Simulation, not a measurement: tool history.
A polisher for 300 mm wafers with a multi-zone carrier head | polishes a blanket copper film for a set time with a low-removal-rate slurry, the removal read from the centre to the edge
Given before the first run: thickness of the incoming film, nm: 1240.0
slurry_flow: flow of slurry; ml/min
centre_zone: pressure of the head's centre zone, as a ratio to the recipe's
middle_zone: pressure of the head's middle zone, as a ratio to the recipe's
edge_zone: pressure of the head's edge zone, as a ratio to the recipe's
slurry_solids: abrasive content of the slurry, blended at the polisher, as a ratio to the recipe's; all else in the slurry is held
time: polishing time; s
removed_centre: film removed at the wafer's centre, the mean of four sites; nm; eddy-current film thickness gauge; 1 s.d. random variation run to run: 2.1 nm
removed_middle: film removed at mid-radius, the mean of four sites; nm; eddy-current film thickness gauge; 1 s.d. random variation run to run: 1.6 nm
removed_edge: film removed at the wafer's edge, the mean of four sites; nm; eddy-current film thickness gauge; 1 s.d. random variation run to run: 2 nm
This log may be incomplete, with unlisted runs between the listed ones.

run  hour  slurry_flow  centre_zone  middle_zone  edge_zone  slurry_solids  time  removed_centre  removed_middle  removed_edge
  1     0          280            1            1          1              1    66          165.75          160.19        162.36
  2   1.9          280            1            1          1           0.95    66          163.56          157.37        158.14
  3   3.7          280         1.08            1          1           0.95    66          179.26          158.82        160.07
  4     5          280         1.08            1       1.06           0.95    66          177.14           159.8        168.03
  5  13.8          295          1.1         1.05       1.06              1    66          185.29          169.51        171.46
  6  22.7          295          1.1         1.09       1.06              1    66          183.36          175.14        164.44

What does the tool deliver on the next run?
  7  28.6          340         1.11         1.16       1.16           1.25    68               ?               ?             ?

removed_centre: 207.44 nm
removed_middle: 201.28 nm
removed_edge: 194.55 nm

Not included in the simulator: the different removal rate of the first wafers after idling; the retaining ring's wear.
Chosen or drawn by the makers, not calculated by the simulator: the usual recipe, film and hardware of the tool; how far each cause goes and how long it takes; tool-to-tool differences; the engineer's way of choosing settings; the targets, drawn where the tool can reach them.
